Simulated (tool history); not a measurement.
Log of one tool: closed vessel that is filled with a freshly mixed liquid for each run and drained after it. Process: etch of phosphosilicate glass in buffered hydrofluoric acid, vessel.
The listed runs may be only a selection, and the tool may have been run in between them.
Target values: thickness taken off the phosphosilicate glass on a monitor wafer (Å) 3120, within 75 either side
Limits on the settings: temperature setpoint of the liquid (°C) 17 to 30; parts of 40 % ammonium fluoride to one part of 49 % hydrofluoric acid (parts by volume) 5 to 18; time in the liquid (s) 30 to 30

run  hour  temperature setpoint of the liquid (°C)  parts of 40 % ammonium fluoride to one part of 49 % hydrofluoric acid (parts by volume)  time in the liquid (s)  thickness taken off the phosphosilicate glass on a monitor wafer (Å)
  1     0                                       22                                                                                       11                      30                                                                1306.9
  2   2.1                                       22                                                                                       11                      30                                                                1306.1
  3   5.9                                     24.5                                                                                      9.5                      30                                                                1677.8
  4   8.1                                       26                                                                                      8.5                      30                                                                2037.7
  5  11.1                                       27                                                                                        8                      30                                                                  2273
  6  16.6                                     23.5                                                                                        8                      30                                                                1873.5
  7  25.1                                     27.5                                                                                      5.5                      30                                                                  3295
  8  27.7                                       27                                                                                      5.5                      30                                                                3203.5
       29  -- thermometer replaced
  9    29                                       27                                                                                      5.5                      30                                                                2871.3
 10  31.1                                     27.5                                                                                      5.5                      30                                                                2963.6
 11  38.4                                       28                                                                                      5.5                      30                                                                3032.8

Consider the 4 candidate settings below. Which is the only one whose results all fall within their allowed miss of target?
  A  45.7                                       26                                                                                        5                      30                                                                     ?
  B  45.7                                       28                                                                                        5                      30                                                                     ?
  C  45.7                                       30                                                                                      6.5                      30                                                                     ?
  D  45.7                                       27                                                                                        5                      30                                                                     ?

move  thickness taken off the phosphosilicate glass on a monitor wafer (Å)
   A                                                                2946.3
   B                                                                3277.6
   C                                                                2913.3
   D                                                                3108.1
A: lands further from the targets than the last run did
B: the result that was furthest off in the last run now lies on the other side of its target
C: lands further from the targets than the last run did
D: each result inside its tolerance
Correct choice: D, which meets every target
